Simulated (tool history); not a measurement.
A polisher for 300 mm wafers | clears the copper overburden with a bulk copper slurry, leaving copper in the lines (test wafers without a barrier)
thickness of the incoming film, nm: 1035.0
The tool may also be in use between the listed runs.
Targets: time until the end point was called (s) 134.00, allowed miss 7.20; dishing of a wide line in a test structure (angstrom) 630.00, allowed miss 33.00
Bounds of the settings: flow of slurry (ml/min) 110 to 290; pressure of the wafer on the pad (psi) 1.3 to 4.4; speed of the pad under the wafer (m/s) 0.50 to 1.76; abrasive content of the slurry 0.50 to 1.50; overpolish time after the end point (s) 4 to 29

| run | hour | flow of slurry (ml/min) | pressure of the wafer on the pad (psi) | speed of the pad under the wafer (m/s) | abrasive content of the slurry | overpolish time after the end point (s) | time until the end point was called (s) | dishing of a wide line in a test structure (angstrom) |
|---|---|---|---|---|---|---|---|---|
| 1 | 0.0 | 185 | 2.8 | 1.12 | 1.00 | 15 | 122.25 | 757.89 |
| 2 | 4.5 | 185 | 2.6 | 1.12 | 1.00 | 14 | 130.52 | 681.26 |
| 3 | 8.9 | 185 | 2.6 | 1.12 | 1.00 | 20 | 129.61 | 866.00 |
| 4 | 9.6 | 185 | 2.6 | 1.24 | 1.00 | 20 | 111.30 | 912.36 |
| 5 | 13.0 | 185 | 2.5 | 1.24 | 1.00 | 19 | 121.78 | 869.42 |
| 6 | 14.5 | 185 | 2.5 | 1.24 | 1.00 | 18 | 121.10 | 834.90 |
| 7 | 17.3 | 185 | 2.5 | 1.24 | 1.00 | 17 | 120.21 | 801.18 |
|  | 20.7 | head pressure recalibrated |
| 8 | 20.7 | 185 | 2.4 | 1.24 | 1.00 | 16 | 115.90 | 796.90 |
| 9 | 25.4 | 185 | 2.3 | 1.24 | 1.00 | 15 | 117.86 | 755.17 |
| 10 | 27.0 | 185 | 2.2 | 1.24 | 1.00 | 15 | 122.39 | 727.51 |
| 11 | 28.9 | 185 | 2.1 | 1.24 | 1.00 | 15 | 127.39 | 697.57 |

5 next moves are on the table. One of them brings every result within its allowed miss. Which?
| A | 30.8 | 215 | 2.7 | 1.00 | 1.20 | 14 | ? | ? |
| B | 30.8 | 230 | 2.0 | 1.18 | 0.95 | 17 | ? | ? |
| C | 30.8 | 155 | 1.8 | 1.40 | 0.90 | 17 | ? | ? |
| D | 30.8 | 230 | 1.8 | 1.42 | 0.75 | 14 | ? | ? |
| E | 30.8 | 160 | 2.5 | 1.06 | 0.95 | 15 | ? | ? |

| move | time until the end point was called (s) | dishing of a wide line in a test structure (angstrom) |
|---|---|---|
| A | 119.38 | 720.80 |
| B | 138.10 | 722.30 |
| C | 137.45 | 715.60 |
| D | 133.49 | 639.04 |
| E | 133.91 | 692.31 |
A: further off than the last run
B: further off than the last run
C: further off than the last run
D: meets every target
E: nearer than the last run, and not there yet
Move D is the one to make.
